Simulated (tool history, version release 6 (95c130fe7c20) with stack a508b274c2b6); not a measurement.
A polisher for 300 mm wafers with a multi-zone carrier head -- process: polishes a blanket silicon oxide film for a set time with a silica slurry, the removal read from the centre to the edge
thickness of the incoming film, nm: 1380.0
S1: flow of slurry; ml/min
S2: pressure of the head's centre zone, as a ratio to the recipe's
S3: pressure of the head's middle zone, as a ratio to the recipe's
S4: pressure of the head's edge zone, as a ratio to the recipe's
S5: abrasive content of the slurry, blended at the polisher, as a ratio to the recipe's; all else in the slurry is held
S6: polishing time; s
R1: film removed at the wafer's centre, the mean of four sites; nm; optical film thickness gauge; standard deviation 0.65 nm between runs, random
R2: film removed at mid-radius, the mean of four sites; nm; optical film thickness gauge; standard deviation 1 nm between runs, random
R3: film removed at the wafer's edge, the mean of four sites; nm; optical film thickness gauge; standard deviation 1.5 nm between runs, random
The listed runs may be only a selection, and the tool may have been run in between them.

run	hour	S1	S2	S3	S4	S5	S6	R1	R2	R3
1	0	255	1	1	1	1	33	124.16	127.73	128.56
2	1.6	245	0.96	0.99	0.97	0.95	33	118.23	123.51	121.39
3	8	245	0.88	0.99	0.97	0.95	33	107.5	121.27	119.98
4	8.6	235	0.86	0.98	0.96	0.95	33	104.55	119.98	121.4
5	12.3	195	0.86	0.98	0.96	0.95	33	103.37	119.55	119.25
6	13	195	0.85	0.97	0.95	0.95	33	101.2	118.27	117.47

Forecast run 7:
7	19.4	195	0.85	0.96	0.94	0.95	33	?	?	?

R1: 103.32 nm
R2: 116.32 nm
R3: 118.42 nm

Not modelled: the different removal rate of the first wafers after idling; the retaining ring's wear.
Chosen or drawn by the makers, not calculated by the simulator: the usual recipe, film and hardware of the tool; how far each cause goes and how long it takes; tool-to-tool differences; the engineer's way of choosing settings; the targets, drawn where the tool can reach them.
